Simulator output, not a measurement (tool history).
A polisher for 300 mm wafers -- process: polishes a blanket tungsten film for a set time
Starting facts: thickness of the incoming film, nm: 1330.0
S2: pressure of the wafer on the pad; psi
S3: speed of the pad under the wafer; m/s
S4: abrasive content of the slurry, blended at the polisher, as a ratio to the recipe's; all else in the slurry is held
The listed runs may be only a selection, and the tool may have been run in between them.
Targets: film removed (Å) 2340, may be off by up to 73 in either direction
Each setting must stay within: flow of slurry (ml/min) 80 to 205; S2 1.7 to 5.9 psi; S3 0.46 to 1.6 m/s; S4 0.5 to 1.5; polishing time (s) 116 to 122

run 1 day=0 | flow_of_slurry_(ml/min)=135 S2=3.8 S3=1.02 S4=1 polishing_time_(s)=116 | film_removed_(Å)=4617.6
run 2 day=0.212 | flow_of_slurry_(ml/min)=135 S2=3.5 S3=1.02 S4=1 polishing_time_(s)=116 | film_removed_(Å)=4380.2
run 3 day=0.242 | flow_of_slurry_(ml/min)=135 S2=3.5 S3=1.2 S4=1 polishing_time_(s)=116 | film_removed_(Å)=5115.1
run 4 day=0.604 | flow_of_slurry_(ml/min)=130 S2=3 S3=1.1 S4=1 polishing_time_(s)=116 | film_removed_(Å)=4160.7
run 5 day=0.788 | flow_of_slurry_(ml/min)=125 S2=2.6 S3=1.02 S4=1 polishing_time_(s)=116 | film_removed_(Å)=3465.3
run 6 day=0.979 | flow_of_slurry_(ml/min)=125 S2=2.6 S3=1.02 S4=1 polishing_time_(s)=116 | film_removed_(Å)=3458.2
run 7 day=1.058 | flow_of_slurry_(ml/min)=120 S2=2.3 S3=0.98 S4=1 polishing_time_(s)=116 | film_removed_(Å)=3007.7
run 8 day=1.292 | flow_of_slurry_(ml/min)=115 S2=2.1 S3=0.96 S4=1 polishing_time_(s)=116 | film_removed_(Å)=2757.3
run 9 day=1.546 | flow_of_slurry_(ml/min)=110 S2=2 S3=0.96 S4=1 polishing_time_(s)=116 | film_removed_(Å)=2660.8
run 10 day=1.762 | flow_of_slurry_(ml/min)=110 S2=2 S3=0.96 S4=1 polishing_time_(s)=116 | film_removed_(Å)=2649.9
run 11 day=2.067 | flow_of_slurry_(ml/min)=105 S2=1.9 S3=0.96 S4=1 polishing_time_(s)=116 | film_removed_(Å)=2506.9
run 12 day=2.392 | flow_of_slurry_(ml/min)=100 S2=1.9 S3=0.96 S4=1 polishing_time_(s)=116 | film_removed_(Å)=2480
run 13 day=2.533 | flow_of_slurry_(ml/min)=95 S2=1.9 S3=0.96 S4=1 polishing_time_(s)=116 | film_removed_(Å)=2482.9

Of the 5 settings listed for the next run, only one would bring every result within its allowed miss of target. Which one?
run A day=2.675 | flow_of_slurry_(ml/min)=85 S2=2 S3=0.92 S4=1 polishing_time_(s)=121 | film_removed_(Å)=?
run B day=2.675 | flow_of_slurry_(ml/min)=130 S2=1.9 S3=0.98 S4=0.7 polishing_time_(s)=120 | film_removed_(Å)=?
run C day=2.675 | flow_of_slurry_(ml/min)=90 S2=1.7 S3=0.98 S4=1.05 polishing_time_(s)=116 | film_removed_(Å)=?
run D day=2.675 | flow_of_slurry_(ml/min)=100 S2=2.3 S3=0.92 S4=0.8 polishing_time_(s)=117 | film_removed_(Å)=?
run E day=2.675 | flow_of_slurry_(ml/min)=105 S2=2 S3=0.88 S4=1.05 polishing_time_(s)=122 | film_removed_(Å)=?

move=A film_removed_(Å)=2434.5
move=B film_removed_(Å)=2512.3
move=C film_removed_(Å)=2305.9
move=D film_removed_(Å)=2554.7
move=E film_removed_(Å)=2553.4
A: gains on the last run, yet a result remains outside its allowed miss
B: its largest miss is bigger than the last run's
C: hits every target within its allowed miss
D: its largest miss is bigger than the last run's
E: its largest miss is bigger than the last run's
So the answer is move C, the one that meets all the targets.

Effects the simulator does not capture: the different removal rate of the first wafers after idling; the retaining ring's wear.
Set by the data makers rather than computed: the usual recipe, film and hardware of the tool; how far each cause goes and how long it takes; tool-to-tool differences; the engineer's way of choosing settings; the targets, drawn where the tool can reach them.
